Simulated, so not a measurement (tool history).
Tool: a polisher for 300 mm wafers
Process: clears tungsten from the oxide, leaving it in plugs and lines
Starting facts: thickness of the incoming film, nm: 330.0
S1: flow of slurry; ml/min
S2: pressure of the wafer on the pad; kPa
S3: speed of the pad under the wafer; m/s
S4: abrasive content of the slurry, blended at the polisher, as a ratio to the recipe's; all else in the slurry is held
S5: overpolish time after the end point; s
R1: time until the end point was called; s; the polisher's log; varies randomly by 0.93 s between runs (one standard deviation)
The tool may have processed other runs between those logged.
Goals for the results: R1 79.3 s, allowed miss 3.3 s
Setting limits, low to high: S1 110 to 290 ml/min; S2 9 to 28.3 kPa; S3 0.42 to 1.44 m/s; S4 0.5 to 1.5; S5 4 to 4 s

Run 1, hour 0: S1 185 ml/min, S2 18.6 kPa, S3 0.92 m/s, S4 1, S5 4 s. Result: R1 108.75 s.
Run 2, hour 3.3: S1 185 ml/min, S2 18.6 kPa, S3 0.92 m/s, S4 0.85, S5 4 s. Result: R1 111.85 s.
Run 3, hour 10: S1 185 ml/min, S2 20 kPa, S3 0.92 m/s, S4 0.85, S5 4 s. Result: R1 105.28 s.
Run 4, hour 14.1: S1 185 ml/min, S2 21.4 kPa, S3 0.92 m/s, S4 0.85, S5 4 s. Result: R1 98.102 s.
Run 5, hour 21.7: S1 185 ml/min, S2 21.4 kPa, S3 0.92 m/s, S4 1.05, S5 4 s. Result: R1 92.766 s.
Run 6, hour 27.9: S1 185 ml/min, S2 22.1 kPa, S3 0.92 m/s, S4 1.05, S5 4 s. Result: R1 89.178 s.
Run 7, hour 32.5: S1 185 ml/min, S2 22.8 kPa, S3 0.92 m/s, S4 1.05, S5 4 s. Result: R1 88.626 s.
Run 8, hour 35.4: S1 185 ml/min, S2 23.4 kPa, S3 0.92 m/s, S4 1.05, S5 4 s. Result: R1 85.149 s.
Run 9, hour 42: S1 190 ml/min, S2 24.1 kPa, S3 0.92 m/s, S4 1.05, S5 4 s. Result: R1 82.939 s.

Pick the move, out of 5, that brings all results within their allowed miss; only one does.
Run A, hour 48.6: S1 200 ml/min, S2 25.5 kPa, S3 0.98 m/s, S4 1.1, S5 4 s. Result: R1 ?.
Run B, hour 48.6: S1 180 ml/min, S2 25.5 kPa, S3 1 m/s, S4 0.95, S5 4 s. Result: R1 ?.
Run C, hour 48.6: S1 210 ml/min, S2 24.8 kPa, S3 1.06 m/s, S4 1, S5 4 s. Result: R1 ?.
Run D, hour 48.6: S1 165 ml/min, S2 20.7 kPa, S3 1.08 m/s, S4 0.85, S5 4 s. Result: R1 ?.
Run E, hour 48.6: S1 210 ml/min, S2 22.8 kPa, S3 1 m/s, S4 1.05, S5 4 s. Result: R1 ?.

move      R1
   A  72.827
   B  74.787
   C  70.295
   D  88.437
   E  80.111
A: the result that was furthest off in the last run now lies on the other side of its target
B: the result that was furthest off in the last run now lies on the other side of its target
C: the result that was furthest off in the last run now lies on the other side of its target
D: misses by more than the last run did
E: hits every target within its allowed miss
Correct choice: E, which meets every target
